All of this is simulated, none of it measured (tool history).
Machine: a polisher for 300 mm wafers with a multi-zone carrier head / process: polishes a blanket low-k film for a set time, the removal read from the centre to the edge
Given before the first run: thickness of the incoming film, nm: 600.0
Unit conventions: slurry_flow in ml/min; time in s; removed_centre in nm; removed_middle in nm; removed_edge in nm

Run 1, hour 0: slurry_flow 310 ml/min, centre_zone 1, middle_zone 1, edge_zone 1, slurry_solids 1, time 57 s. Result: removed_centre 27.139 nm, removed_middle 25.864 nm, removed_edge 25.637 nm.
Run 2, hour 2.4: slurry_flow 310 ml/min, centre_zone 0.98, middle_zone 1.01, edge_zone 0.96, slurry_solids 0.85, time 57 s. Result: removed_centre 24.94 nm, removed_middle 24.51 nm, removed_edge 23.495 nm.
Run 3, hour 9.3: slurry_flow 310 ml/min, centre_zone 0.9, middle_zone 1.01, edge_zone 0.96, slurry_solids 0.85, time 57 s. Result: removed_centre 22.513 nm, removed_middle 24.252 nm, removed_edge 23.536 nm.
Run 4, hour 9.9: slurry_flow 310 ml/min, centre_zone 0.9, middle_zone 1.01, edge_zone 0.93, slurry_solids 0.75, time 57 s. Result: removed_centre 21.623 nm, removed_middle 22.994 nm, removed_edge 22.337 nm.
Run 5, hour 13.3: slurry_flow 310 ml/min, centre_zone 0.9, middle_zone 1.01, edge_zone 0.93, slurry_solids 0.75, time 64 s. Result: removed_centre 24.266 nm, removed_middle 25.934 nm, removed_edge 24.888 nm.
Run 6, hour 14.2: slurry_flow 310 ml/min, centre_zone 0.9, middle_zone 1.02, edge_zone 0.9, slurry_solids 0.7, time 62 s. Result: removed_centre 23.197 nm, removed_middle 24.403 nm, removed_edge 22.955 nm.
Run 7, hour 14.9: slurry_flow 300 ml/min, centre_zone 0.85, middle_zone 1.06, edge_zone 0.81, slurry_solids 0.5, time 58 s. Result: removed_centre 17.158 nm, removed_middle 19.912 nm, removed_edge 16.996 nm.
Run 8, hour 19.1: slurry_flow 320 ml/min, centre_zone 0.87, middle_zone 1.06, edge_zone 0.83, slurry_solids 0.5, time 58 s. Result: removed_centre 17.505 nm, removed_middle 19.759 nm, removed_edge 17.513 nm.

For run 9, what comes out?
Run 9, hour 27: slurry_flow 320 ml/min, centre_zone 0.89, middle_zone 1.07, edge_zone 0.84, slurry_solids 0.5, time 58 s. Result: removed_centre ?, removed_middle ?, removed_edge ?.

Run 9 came out at removed_centre 17.681 nm, removed_middle 20.148 nm, removed_edge 17.375 nm.
